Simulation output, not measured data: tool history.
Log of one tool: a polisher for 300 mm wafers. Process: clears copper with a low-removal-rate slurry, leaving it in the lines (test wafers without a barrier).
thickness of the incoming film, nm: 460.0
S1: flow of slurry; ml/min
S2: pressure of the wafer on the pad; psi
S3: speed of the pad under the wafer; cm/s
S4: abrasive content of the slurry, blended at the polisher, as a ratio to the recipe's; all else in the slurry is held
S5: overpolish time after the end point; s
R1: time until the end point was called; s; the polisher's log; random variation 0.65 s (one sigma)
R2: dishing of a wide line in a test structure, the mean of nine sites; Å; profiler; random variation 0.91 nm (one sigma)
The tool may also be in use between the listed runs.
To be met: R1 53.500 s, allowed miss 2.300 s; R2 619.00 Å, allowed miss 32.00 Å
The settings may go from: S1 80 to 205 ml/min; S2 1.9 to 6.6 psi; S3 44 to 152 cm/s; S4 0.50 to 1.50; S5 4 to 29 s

run	hour	S1	S2	S3	S4	S5	R1	R2
1	0.0	135	4.2	98	1.00	15	100.280	410.89
2	5.3	135	3.6	98	1.00	15	117.330	358.72
3	14.1	135	4.5	98	1.00	15	91.926	417.58
4	17.3	135	4.5	98	1.00	9	93.252	296.07
5	25.1	135	4.5	98	1.00	7	94.961	233.05
6	27.1	135	4.5	118	1.00	7	80.242	262.67
7	34.3	135	4.8	116	1.00	9	76.977	335.44
8	37.1	135	5.1	116	1.00	10	71.975	381.60
9	39.3	135	5.4	116	1.00	10	69.431	411.68
10	48.2	135	5.6	116	1.00	10	65.553	412.77
11	55.4	135	5.8	116	1.00	11	63.713	439.96
12	61.9	135	5.8	116	1.00	11	62.683	460.51
13	63.0	135	5.9	116	1.00	11	63.825	454.03
14	64.0	135	6.0	118	1.00	11	60.832	476.00
15	65.4	135	6.1	118	1.00	11	60.139	476.67
16	72.6	135	6.2	118	1.00	11	59.951	486.10
17	80.0	135	6.3	118	1.00	11	58.020	490.77
18	85.6	135	6.4	118	1.00	11	58.105	482.12
19	87.2	135	6.4	118	1.00	12	56.138	507.19

4 next moves are on the table. One of them brings every result within its allowed miss. Which?
A	88.8	185	6.3	114	0.90	15	?	?
B	88.8	155	6.0	134	1.05	12	?	?
C	88.8	135	6.3	116	1.00	14	?	?
D	88.8	125	6.2	136	1.00	15	?	?

move	R1	R2
A	58.103	584.38
B	53.229	536.80
C	58.650	557.82
D	53.181	613.59
A: nearer than the last run, and not there yet
B: nearer than the last run, and not there yet
C: nearer than the last run, and not there yet
D: meets every target
Answer: D
